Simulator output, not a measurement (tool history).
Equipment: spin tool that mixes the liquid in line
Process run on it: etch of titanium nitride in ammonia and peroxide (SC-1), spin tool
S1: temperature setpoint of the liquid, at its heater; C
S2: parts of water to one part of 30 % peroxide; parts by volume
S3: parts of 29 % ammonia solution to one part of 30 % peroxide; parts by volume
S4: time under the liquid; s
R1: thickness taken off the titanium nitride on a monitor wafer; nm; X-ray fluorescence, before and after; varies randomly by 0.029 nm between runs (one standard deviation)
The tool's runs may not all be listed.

{"run": 1, "hour": 0.0, "S1": 55, "S2": 26, "S3": 0.55, "S4": 95, "R1": 8.1793}
{"run": 2, "hour": 3.1, "S1": 54, "S2": 26, "S3": 0.55, "S4": 95, "R1": 7.6696}
{"run": 3, "hour": 7.8, "S1": 53, "S2": 26, "S3": 0.55, "S4": 95, "R1": 7.0803}
{"run": 4, "hour": 16.6, "S1": 53, "S2": 26, "S3": 0.65, "S4": 95, "R1": 7.4359}
{"run": 5, "hour": 20.4, "S1": 53, "S2": 26, "S3": 0.65, "S4": 105, "R1": 8.1893}
{"run": 6, "hour": 29.2, "S1": 52, "S2": 26, "S3": 0.65, "S4": 105, "R1": 7.6038}
{"run": 7, "hour": 35.5, "S1": 51, "S2": 26, "S3": 0.65, "S4": 105, "R1": 7.101}
{"run": 8, "hour": 37.0, "S1": 50, "S2": 26, "S3": 0.65, "S4": 105, "R1": 6.629}

Run 9, settings as shown, results not yet in. Your forecast:
{"run": 9, "hour": 38.2, "S1": 42, "S2": 26, "S3": 0.65, "S4": 105, "R1": "?"}

Run 9 yielded R1 3.7055 nm.

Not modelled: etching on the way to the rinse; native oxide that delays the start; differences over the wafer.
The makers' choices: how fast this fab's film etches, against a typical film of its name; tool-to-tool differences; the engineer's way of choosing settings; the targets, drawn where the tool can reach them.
